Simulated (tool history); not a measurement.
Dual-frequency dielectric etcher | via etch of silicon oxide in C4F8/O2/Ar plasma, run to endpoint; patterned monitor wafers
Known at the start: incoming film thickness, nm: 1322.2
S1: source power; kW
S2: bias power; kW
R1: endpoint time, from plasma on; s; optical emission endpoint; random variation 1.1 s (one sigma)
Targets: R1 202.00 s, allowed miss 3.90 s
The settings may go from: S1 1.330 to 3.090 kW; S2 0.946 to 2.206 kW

run,hour,S1,S2,R1
1,0.0,2.210,1.576,250.39
2,1.8,2.210,1.736,242.50
3,6.5,2.210,1.612,243.93
4,15.2,2.460,1.686,226.71
5,19.4,2.460,1.560,231.28
6,28.3,2.070,1.560,257.84
7,30.3,2.320,1.588,239.99
8,37.4,2.500,1.607,227.75

5 next moves are on the table. One of them brings every result within its allowed miss. Which?
A,44.5,1.880,1.430,?
B,44.5,3.090,1.882,?
C,44.5,2.840,1.917,?
D,44.5,2.610,1.752,?
E,44.5,2.610,1.652,?

move,R1
A,282.33
B,194.52
C,203.13
D,217.83
E,220.72
A: further off than the last run
B: takes the result that was furthest off past its target
C: meets every target
D: nearer than the last run, and not there yet
E: nearer than the last run, and not there yet
Move C is the one to make.
